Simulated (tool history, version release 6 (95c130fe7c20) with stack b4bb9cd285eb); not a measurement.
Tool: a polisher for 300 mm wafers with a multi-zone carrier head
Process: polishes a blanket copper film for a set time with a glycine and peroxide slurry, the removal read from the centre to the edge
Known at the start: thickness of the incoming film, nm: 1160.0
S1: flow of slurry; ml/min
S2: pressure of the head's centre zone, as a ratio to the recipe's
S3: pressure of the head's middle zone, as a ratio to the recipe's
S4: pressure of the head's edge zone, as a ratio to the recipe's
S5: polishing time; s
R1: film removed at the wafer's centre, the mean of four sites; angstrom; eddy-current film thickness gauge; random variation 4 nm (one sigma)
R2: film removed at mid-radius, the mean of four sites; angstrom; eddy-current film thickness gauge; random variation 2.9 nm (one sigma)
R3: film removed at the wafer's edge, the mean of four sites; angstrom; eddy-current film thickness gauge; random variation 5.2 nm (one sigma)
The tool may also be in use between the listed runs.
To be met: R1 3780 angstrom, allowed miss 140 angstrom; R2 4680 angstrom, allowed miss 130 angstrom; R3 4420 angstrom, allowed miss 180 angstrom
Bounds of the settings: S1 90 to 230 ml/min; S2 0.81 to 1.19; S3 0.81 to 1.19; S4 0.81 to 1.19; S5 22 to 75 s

run 1 day=0 | S1=150 S2=1 S3=1 S4=1 S5=48 | R1=3790.2 R2=3865.4 R3=3752
run 2 day=0.354 | S1=150 S2=1 S3=1 S4=1 S5=38 | R1=3050.7 R2=3059 R3=3033.6
run 3 day=0.679 | S1=150 S2=1 S3=1 S4=1.03 S5=38 | R1=2992.3 R2=3055.2 R3=3100.4
run 4 day=0.788 | S1=180 S2=1 S3=1 S4=1.03 S5=38 | R1=3162.5 R2=3154.2 R3=3125.3
run 5 day=1.012 | S1=180 S2=1 S3=1 S4=0.97 S5=38 | R1=3179.7 R2=3176.8 R3=3061.8
run 6 day=1.371 | S1=175 S2=0.97 S3=1.03 S4=1.02 S5=43 | R1=3468.6 R2=3628.9 R3=3450.7
run 7 day=1.654 | S1=170 S2=0.93 S3=1.05 S4=1.06 S5=46 | R1=3545.2 R2=3966.7 R3=3865.5
run 8 day=1.862 | S1=210 S2=0.91 S3=1.15 S4=1.16 S5=47 | R1=3740.9 R2=4524.7 R3=4125

Which of these 5 next moves meets every target?
run A day=2.071 | S1=175 S2=0.92 S3=1.08 S4=1.19 S5=50 | R1=? R2=? R3=?
run B day=2.071 | S1=220 S2=0.88 S3=1.13 S4=1.17 S5=49 | R1=? R2=? R3=?
run C day=2.071 | S1=190 S2=1.03 S3=1.19 S4=0.99 S5=44 | R1=? R2=? R3=?
run D day=2.071 | S1=190 S2=0.94 S3=1.14 S4=1.04 S5=53 | R1=? R2=? R3=?
run E day=2.071 | S1=180 S2=0.93 S3=1.08 S4=1.19 S5=49 | R1=? R2=? R3=?

move=A R1=3837 R2=4430.9 R3=4381.7
move=B R1=3766.7 R2=4676.1 R3=4364.9
move=C R1=3780.9 R2=4295.7 R3=3545.3
move=D R1=4208 R2=4987.8 R3=4377
move=E R1=3815.6 R2=4363 R3=4309.2
A: brings the result that was furthest off to its target, and leaves another outside
B: meets every target
C: further off than the last run
D: brings the result that was furthest off to its target, and leaves another outside
E: brings the result that was furthest off to its target, and leaves another outside
The right move is B.
